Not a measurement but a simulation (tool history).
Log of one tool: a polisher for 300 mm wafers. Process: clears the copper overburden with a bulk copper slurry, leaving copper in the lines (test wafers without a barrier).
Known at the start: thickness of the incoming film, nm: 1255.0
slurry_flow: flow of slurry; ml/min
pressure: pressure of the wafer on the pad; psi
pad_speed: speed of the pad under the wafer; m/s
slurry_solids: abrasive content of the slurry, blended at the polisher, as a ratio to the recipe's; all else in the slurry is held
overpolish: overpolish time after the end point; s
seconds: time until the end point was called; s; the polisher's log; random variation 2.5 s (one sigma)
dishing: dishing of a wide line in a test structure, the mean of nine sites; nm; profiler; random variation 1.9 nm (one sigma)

run    day  slurry_flow  pressure  pad_speed  slurry_solids  overpolish  seconds  dishing
  1      0          145         3        1.1              1          24   114.88   129.83
  2  0.179          145         3       1.22              1          24   103.77   137.18
  3  0.542          145       2.8       1.22              1          24   114.16   133.57
  4  0.862          145       2.8       1.22            1.2          24   108.99   130.85
  5  1.238          145       2.7       1.22            1.2          24   114.46   130.36
  6  1.388          145       2.7       1.22            1.3          24   110.83   135.96
  7  1.438          145       2.6       1.22            1.3          24    114.2   126.75

Forecast run 8:
  8  1.621          145       2.5       1.22            1.3          25        ?        ?

{"run 8": {"seconds": 121.82, "dishing": 126.47}}
